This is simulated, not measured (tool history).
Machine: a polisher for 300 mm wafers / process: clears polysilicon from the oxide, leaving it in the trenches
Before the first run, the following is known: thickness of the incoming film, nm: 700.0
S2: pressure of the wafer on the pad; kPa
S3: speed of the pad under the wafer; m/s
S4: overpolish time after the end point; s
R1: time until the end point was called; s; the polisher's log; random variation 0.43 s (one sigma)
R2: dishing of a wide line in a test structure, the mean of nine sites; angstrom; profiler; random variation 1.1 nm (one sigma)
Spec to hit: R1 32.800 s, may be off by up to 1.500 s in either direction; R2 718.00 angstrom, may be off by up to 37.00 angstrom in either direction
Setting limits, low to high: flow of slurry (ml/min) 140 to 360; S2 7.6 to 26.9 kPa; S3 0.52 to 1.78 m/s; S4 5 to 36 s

run 1 day=0.000 | flow_of_slurry_(ml/min)=230 S2=17.2 S3=1.14 S4=18 | R1=51.372 R2=687.67
run 2 day=0.292 | flow_of_slurry_(ml/min)=230 S2=17.2 S3=0.86 S4=18 | R1=62.730 R2=685.53
run 3 day=0.508 | flow_of_slurry_(ml/min)=230 S2=17.2 S3=0.86 S4=14 | R1=63.970 R2=647.06
run 4 day=0.679 | flow_of_slurry_(ml/min)=230 S2=18.6 S3=0.88 S4=14 | R1=58.996 R2=654.07
run 5 day=0.817 | flow_of_slurry_(ml/min)=230 S2=18.6 S3=0.66 S4=14 | R1=71.538 R2=624.83
run 6 day=0.967 | flow_of_slurry_(ml/min)=230 S2=20.0 S3=0.72 S4=15 | R1=63.980 R2=647.66
run 7 day=1.162 | flow_of_slurry_(ml/min)=240 S2=24.8 S3=1.04 S4=12 | R1=41.122 R2=673.96
run 8 day=1.488 | flow_of_slurry_(ml/min)=240 S2=24.8 S3=1.06 S4=13 | R1=39.813 R2=699.06
run 9 day=1.658 | flow_of_slurry_(ml/min)=240 S2=24.8 S3=1.08 S4=13 | R1=39.984 R2=682.87
run 10 day=2.004 | flow_of_slurry_(ml/min)=240 S2=24.8 S3=1.10 S4=13 | R1=39.301 R2=670.44
run 11 day=2.138 | flow_of_slurry_(ml/min)=240 S2=24.8 S3=1.12 S4=14 | R1=39.510 R2=697.39
run 12 day=2.450 | flow_of_slurry_(ml/min)=240 S2=24.8 S3=1.14 S4=14 | R1=38.525 R2=706.15
run 13 day=2.788 | flow_of_slurry_(ml/min)=240 S2=26.9 S3=1.20 S4=13 | R1=34.215 R2=690.00
run 14 day=3.042 | flow_of_slurry_(ml/min)=240 S2=26.9 S3=1.20 S4=13 | R1=34.603 R2=706.99
run 15 day=3.258 | flow_of_slurry_(ml/min)=240 S2=26.9 S3=1.20 S4=13 | R1=34.371 R2=716.61

Below are 5 possible settings for the next run. Only one of them brings all results inside the allowed miss of their targets. Which is it?
run A day=3.475 | flow_of_slurry_(ml/min)=285 S2=25.5 S3=1.20 S4=17 | R1=? R2=?
run B day=3.475 | flow_of_slurry_(ml/min)=210 S2=26.2 S3=1.10 S4=23 | R1=? R2=?
run C day=3.475 | flow_of_slurry_(ml/min)=205 S2=24.1 S3=1.26 S4=22 | R1=? R2=?
run D day=3.475 | flow_of_slurry_(ml/min)=250 S2=26.2 S3=1.18 S4=14 | R1=? R2=?
run E day=3.475 | flow_of_slurry_(ml/min)=235 S2=26.9 S3=1.26 S4=16 | R1=? R2=?

move=A R1=36.015 R2=706.47
move=B R1=38.908 R2=710.79
move=C R1=37.890 R2=710.58
move=D R1=36.160 R2=698.14
move=E R1=33.961 R2=706.42
A: further off than the last run
B: further off than the last run
C: further off than the last run
D: further off than the last run
E: hits every target within its allowed miss
E is the move that brings every result within its allowed miss.
